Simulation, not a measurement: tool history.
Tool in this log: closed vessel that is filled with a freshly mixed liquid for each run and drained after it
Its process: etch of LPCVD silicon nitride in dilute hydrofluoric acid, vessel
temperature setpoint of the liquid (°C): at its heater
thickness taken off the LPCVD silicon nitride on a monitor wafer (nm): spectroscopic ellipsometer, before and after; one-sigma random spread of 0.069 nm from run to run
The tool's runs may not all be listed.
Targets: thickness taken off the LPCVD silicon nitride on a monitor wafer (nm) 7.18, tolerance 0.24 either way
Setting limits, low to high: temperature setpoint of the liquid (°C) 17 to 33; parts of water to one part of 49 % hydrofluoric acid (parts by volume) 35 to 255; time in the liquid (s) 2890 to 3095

run	hour	temperature setpoint of the liquid (°C)	parts of water to one part of 49 % hydrofluoric acid (parts by volume)	time in the liquid (s)	thickness taken off the LPCVD silicon nitride on a monitor wafer (nm)
1	0	25	145	2890	11.236
2	3.8	25	145	2890	11.744
3	6.2	25	145	3095	12.358
4	8.9	22	145	3095	10.171
5	12.3	20.5	145	3095	9.0522
6	13.9	19.5	145	3095	8.5907
7	20.5	18.5	145	3095	7.8956
8	29	18	145	3095	7.8415
9	35.8	17.5	145	3095	7.5961

Pick the move, out of 5, that brings all results within their allowed miss; only one does.
A	42.6	18.5	160	3020	?
B	42.6	17	130	3050	?
C	42.6	17.5	120	2935	?
D	42.6	18.5	135	2990	?
E	42.6	17	155	3090	?

move	thickness taken off the LPCVD silicon nitride on a monitor wafer (nm)
A	7.085
B	7.8947
C	8.4964
D	8.2698
E	6.7506
A: hits every target within its allowed miss
B: misses by more than the last run did
C: misses by more than the last run did
D: misses by more than the last run did
E: moves the result that the last run missed by most past its target, out the other side
A meets every target.

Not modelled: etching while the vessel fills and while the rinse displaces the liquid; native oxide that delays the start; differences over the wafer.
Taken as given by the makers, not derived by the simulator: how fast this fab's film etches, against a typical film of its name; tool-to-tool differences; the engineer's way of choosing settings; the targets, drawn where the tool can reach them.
